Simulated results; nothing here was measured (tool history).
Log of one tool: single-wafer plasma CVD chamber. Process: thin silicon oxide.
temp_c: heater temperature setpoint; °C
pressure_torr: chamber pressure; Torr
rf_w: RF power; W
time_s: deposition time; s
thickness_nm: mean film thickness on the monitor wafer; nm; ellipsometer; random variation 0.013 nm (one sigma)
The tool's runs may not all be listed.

run,hour,temp_c,pressure_torr,rf_w,time_s,thickness_nm
1,0.0,425,0.548,245,4.63,4.8087
2,6.6,416,0.548,245,4.63,4.8758
3,15.5,416,0.548,245,4.78,5.0566
4,23.6,416,0.548,215,4.78,4.5645
5,29.2,416,0.482,215,4.78,4.0958
6,33.8,416,0.482,185,4.78,3.6224
7,35.1,416,0.447,185,4.78,3.3896
8,43.3,416,0.447,185,4.78,3.4048
9,48.3,416,0.423,185,4.78,3.1982

Run 10 comes next. What will it give?
10,51.4,416,0.410,185,4.78,?

Run 10 gave thickness_nm 3.1243 nm.

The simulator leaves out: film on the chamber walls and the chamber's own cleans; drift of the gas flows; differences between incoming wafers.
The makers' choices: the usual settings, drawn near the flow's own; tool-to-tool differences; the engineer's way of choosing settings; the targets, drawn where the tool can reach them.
